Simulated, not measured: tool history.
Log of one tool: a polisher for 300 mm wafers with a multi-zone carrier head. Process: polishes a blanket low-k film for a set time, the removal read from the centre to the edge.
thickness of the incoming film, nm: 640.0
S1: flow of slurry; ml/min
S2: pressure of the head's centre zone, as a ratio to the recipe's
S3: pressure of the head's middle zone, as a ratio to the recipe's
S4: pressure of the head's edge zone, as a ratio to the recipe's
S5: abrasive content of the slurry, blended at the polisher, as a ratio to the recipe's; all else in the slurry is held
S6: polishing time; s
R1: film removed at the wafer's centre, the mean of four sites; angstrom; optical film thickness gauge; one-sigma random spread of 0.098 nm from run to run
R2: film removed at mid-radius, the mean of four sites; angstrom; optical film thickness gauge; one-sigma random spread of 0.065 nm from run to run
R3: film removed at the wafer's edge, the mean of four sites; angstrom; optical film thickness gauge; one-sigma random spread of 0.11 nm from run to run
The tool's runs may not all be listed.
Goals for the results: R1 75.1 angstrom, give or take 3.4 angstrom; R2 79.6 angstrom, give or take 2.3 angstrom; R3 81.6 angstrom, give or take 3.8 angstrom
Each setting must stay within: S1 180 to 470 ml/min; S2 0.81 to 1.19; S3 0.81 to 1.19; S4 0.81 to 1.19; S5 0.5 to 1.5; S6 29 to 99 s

{"run": 1, "hour": 0.0, "S1": 300, "S2": 1, "S3": 1, "S4": 1, "S5": 1, "S6": 64, "R1": 185.65, "R2": 178.71, "R3": 186.47}
{"run": 2, "hour": 7.1, "S1": 295, "S2": 0.97, "S3": 0.99, "S4": 0.97, "S5": 0.9, "S6": 57, "R1": 149.38, "R2": 153, "R3": 156.97}
{"run": 3, "hour": 13.3, "S1": 295, "S2": 0.97, "S3": 0.97, "S4": 0.95, "S5": 0.8, "S6": 51, "R1": 130.58, "R2": 129.1, "R3": 132.65}
{"run": 4, "hour": 21.8, "S1": 295, "S2": 0.97, "S3": 0.97, "S4": 0.95, "S5": 0.8, "S6": 44, "R1": 112.5, "R2": 111.3, "R3": 116.1}
{"run": 5, "hour": 27.8, "S1": 295, "S2": 0.95, "S3": 0.96, "S4": 0.93, "S5": 0.75, "S6": 42, "R1": 103.28, "R2": 102.35, "R3": 106.39}
{"run": 6, "hour": 31.1, "S1": 295, "S2": 0.95, "S3": 0.96, "S4": 0.96, "S5": 0.75, "S6": 42, "R1": 103.56, "R2": 103.27, "R3": 105.85}
{"run": 7, "hour": 39.0, "S1": 295, "S2": 0.92, "S3": 0.94, "S4": 0.96, "S5": 0.7, "S6": 41, "R1": 95.543, "R2": 95.63, "R3": 103.81}
{"run": 8, "hour": 43.2, "S1": 295, "S2": 0.91, "S3": 0.94, "S4": 0.94, "S5": 0.65, "S6": 40, "R1": 90.519, "R2": 91.731, "R3": 96.685}
{"run": 9, "hour": 51.4, "S1": 295, "S2": 0.89, "S3": 0.93, "S4": 0.92, "S5": 0.6, "S6": 40, "R1": 85.546, "R2": 88.425, "R3": 91.841}
{"run": 10, "hour": 59.5, "S1": 290, "S2": 0.88, "S3": 0.92, "S4": 0.9, "S5": 0.6, "S6": 40, "R1": 83.517, "R2": 87.715, "R3": 92.529}
{"run": 11, "hour": 62.4, "S1": 290, "S2": 0.88, "S3": 0.92, "S4": 0.9, "S5": 0.6, "S6": 40, "R1": 85.145, "R2": 89.301, "R3": 93.96}
{"run": 12, "hour": 63.5, "S1": 290, "S2": 0.88, "S3": 0.92, "S4": 0.9, "S5": 0.6, "S6": 39, "R1": 81.898, "R2": 86.279, "R3": 91.689}
{"run": 13, "hour": 69.8, "S1": 290, "S2": 0.88, "S3": 0.92, "S4": 0.9, "S5": 0.6, "S6": 39, "R1": 82.305, "R2": 85.358, "R3": 92.245}
{"run": 14, "hour": 74.9, "S1": 295, "S2": 0.88, "S3": 0.93, "S4": 0.9, "S5": 0.6, "S6": 38, "R1": 81.496, "R2": 84.542, "R3": 87.486}
{"run": 15, "hour": 77.9, "S1": 295, "S2": 0.87, "S3": 0.93, "S4": 0.89, "S5": 0.6, "S6": 38, "R1": 80.576, "R2": 84.849, "R3": 88.743}
{"run": 16, "hour": 85.3, "S1": 300, "S2": 0.87, "S3": 0.93, "S4": 0.88, "S5": 0.55, "S6": 38, "R1": 76.212, "R2": 81.994, "R3": 85.716}
{"run": 17, "hour": 91.7, "S1": 300, "S2": 0.88, "S3": 0.93, "S4": 0.87, "S5": 0.55, "S6": 38, "R1": 79.078, "R2": 82.606, "R3": 85.443}

5 next moves are on the table. One of them brings every result within its allowed miss. Which?
{"run": "A", "hour": 98.1, "S1": 370, "S2": 0.89, "S3": 0.95, "S4": 0.9, "S5": 0.7, "S6": 33, "R1": "?", "R2": "?", "R3": "?"}
{"run": "B", "hour": 98.1, "S1": 265, "S2": 0.91, "S3": 0.94, "S4": 0.96, "S5": 0.55, "S6": 38, "R1": "?", "R2": "?", "R3": "?"}
{"run": "C", "hour": 98.1, "S1": 305, "S2": 0.93, "S3": 0.87, "S4": 0.92, "S5": 0.6, "S6": 38, "R1": "?", "R2": "?", "R3": "?"}
{"run": "D", "hour": 98.1, "S1": 330, "S2": 0.94, "S3": 1.03, "S4": 0.83, "S5": 0.5, "S6": 37, "R1": "?", "R2": "?", "R3": "?"}
{"run": "E", "hour": 98.1, "S1": 205, "S2": 0.9, "S3": 1.11, "S4": 0.84, "S5": 0.5, "S6": 38, "R1": "?", "R2": "?", "R3": "?"}

move=A R1=74.417 R2=79.321 R3=82.242
move=B R1=79.163 R2=81.967 R3=88.87
move=C R1=84.043 R2=79.785 R3=90.294
move=D R1=78.729 R2=85.02 R3=79.463
move=E R1=74.455 R2=89.848 R3=79.79
A: hits every target within its allowed miss
B: the biggest miss grows against the last run
C: corrects the largest miss of the last run, while another result sits out of spec
D: the biggest miss grows against the last run
E: the biggest miss grows against the last run
A meets every target.

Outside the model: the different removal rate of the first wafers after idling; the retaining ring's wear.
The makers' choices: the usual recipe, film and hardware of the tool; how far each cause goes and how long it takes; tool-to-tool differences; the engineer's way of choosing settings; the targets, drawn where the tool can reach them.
